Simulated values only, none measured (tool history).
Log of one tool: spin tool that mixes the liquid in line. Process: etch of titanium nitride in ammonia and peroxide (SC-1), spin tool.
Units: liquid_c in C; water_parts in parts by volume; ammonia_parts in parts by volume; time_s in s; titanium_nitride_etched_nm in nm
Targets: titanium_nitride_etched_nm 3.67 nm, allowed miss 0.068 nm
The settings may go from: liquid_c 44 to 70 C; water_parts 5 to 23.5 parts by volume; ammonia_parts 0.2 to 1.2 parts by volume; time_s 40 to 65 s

Run 1, hour 0: liquid_c 60 C, water_parts 13 parts by volume, ammonia_parts 0.8 parts by volume, time_s 65 s. Result: titanium_nitride_etched_nm 5.54 nm.
Run 2, hour 8.2: liquid_c 53.5 C, water_parts 13 parts by volume, ammonia_parts 0.8 parts by volume, time_s 65 s. Result: titanium_nitride_etched_nm 3.5786 nm.
Run 3, hour 9.6: liquid_c 53.5 C, water_parts 13 parts by volume, ammonia_parts 0.6 parts by volume, time_s 65 s. Result: titanium_nitride_etched_nm 3.4241 nm.
Run 4, hour 11.5: liquid_c 47 C, water_parts 13 parts by volume, ammonia_parts 0.6 parts by volume, time_s 65 s. Result: titanium_nitride_etched_nm 2.1846 nm.
Run 5, hour 14.7: liquid_c 47 C, water_parts 13 parts by volume, ammonia_parts 0.4 parts by volume, time_s 65 s. Result: titanium_nitride_etched_nm 2.0373 nm.
Run 6, hour 17.3: liquid_c 48 C, water_parts 13 parts by volume, ammonia_parts 0.4 parts by volume, time_s 65 s. Result: titanium_nitride_etched_nm 2.1933 nm.
Run 7, hour 20.2: liquid_c 49 C, water_parts 13 parts by volume, ammonia_parts 0.4 parts by volume, time_s 65 s. Result: titanium_nitride_etched_nm 2.3417 nm.
Run 8, hour 22: liquid_c 50 C, water_parts 13 parts by volume, ammonia_parts 0.4 parts by volume, time_s 65 s. Result: titanium_nitride_etched_nm 2.509 nm.
Run 9, hour 28: liquid_c 51 C, water_parts 13 parts by volume, ammonia_parts 0.4 parts by volume, time_s 65 s. Result: titanium_nitride_etched_nm 2.7089 nm.
Run 10, hour 29.5: liquid_c 56.5 C, water_parts 13 parts by volume, ammonia_parts 0.4 parts by volume, time_s 65 s. Result: titanium_nitride_etched_nm 3.9024 nm.
Run 11, hour 35.3: liquid_c 56 C, water_parts 13 parts by volume, ammonia_parts 0.4 parts by volume, time_s 65 s. Result: titanium_nitride_etched_nm 3.7787 nm.
Run 12, hour 37.3: liquid_c 56 C, water_parts 13 parts by volume, ammonia_parts 0.4 parts by volume, time_s 65 s. Result: titanium_nitride_etched_nm 3.7742 nm.

5 next moves are on the table. One of them brings every result within its allowed miss. Which?
Run A, hour 39.3: liquid_c 55.5 C, water_parts 14 parts by volume, ammonia_parts 0.4 parts by volume, time_s 65 s. Result: titanium_nitride_etched_nm ?.
Run B, hour 39.3: liquid_c 57 C, water_parts 18 parts by volume, ammonia_parts 0.5 parts by volume, time_s 65 s. Result: titanium_nitride_etched_nm ?.
Run C, hour 39.3: liquid_c 59 C, water_parts 18.5 parts by volume, ammonia_parts 0.45 parts by volume, time_s 65 s. Result: titanium_nitride_etched_nm ?.
Run D, hour 39.3: liquid_c 54.5 C, water_parts 12 parts by volume, ammonia_parts 0.35 parts by volume, time_s 65 s. Result: titanium_nitride_etched_nm ?.
Run E, hour 39.3: liquid_c 62 C, water_parts 9 parts by volume, ammonia_parts 0.2 parts by volume, time_s 40 s. Result: titanium_nitride_etched_nm ?.

move  titanium_nitride_etched_nm
   A                      3.5059
   B                      3.5155
   C                       3.873
   D                      3.4779
   E                      3.6815
A: takes the result that was furthest off past its target
B: takes the result that was furthest off past its target
C: further off than the last run
D: takes the result that was furthest off past its target
E: meets every target
Answer: E
